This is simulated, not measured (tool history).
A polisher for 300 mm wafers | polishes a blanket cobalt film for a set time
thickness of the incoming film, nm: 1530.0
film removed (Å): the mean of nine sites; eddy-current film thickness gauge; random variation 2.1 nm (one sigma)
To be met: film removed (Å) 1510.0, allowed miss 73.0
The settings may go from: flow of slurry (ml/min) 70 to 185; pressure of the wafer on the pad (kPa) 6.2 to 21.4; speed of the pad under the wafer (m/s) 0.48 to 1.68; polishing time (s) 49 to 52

run	hour	flow of slurry (ml/min)	pressure of the wafer on the pad (kPa)	speed of the pad under the wafer (m/s)	polishing time (s)	film removed (Å)
1	0.0	120	13.8	1.08	49	2340.1
2	6.3	120	12.4	1.06	49	2058.7
3	13.1	120	11.0	1.06	49	1847.6
4	17.8	120	10.3	1.06	49	1735.6
5	19.7	135	10.3	1.06	49	1804.4
6	26.2	130	9.7	1.06	49	1631.1
7	31.7	130	9.7	1.06	49	1638.7
8	33.7	125	8.3	1.06	49	1409.2
9	40.9	130	8.3	1.06	49	1411.0
10	44.5	135	8.3	1.06	49	1416.2

Which of these 5 next moves meets every target?
A	48.1	125	8.3	1.10	50	?
B	48.1	120	7.6	1.08	49	?
C	48.1	145	9.7	0.82	51	?
D	48.1	150	7.6	1.04	49	?
E	48.1	155	11.0	0.92	49	?

move	film removed (Å)
A	1490.0
B	1311.7
C	1357.6
D	1310.7
E	1673.3
A: meets every target
B: further off than the last run
C: further off than the last run
D: further off than the last run
E: takes the result that was furthest off past its target
Move A is the one to make.

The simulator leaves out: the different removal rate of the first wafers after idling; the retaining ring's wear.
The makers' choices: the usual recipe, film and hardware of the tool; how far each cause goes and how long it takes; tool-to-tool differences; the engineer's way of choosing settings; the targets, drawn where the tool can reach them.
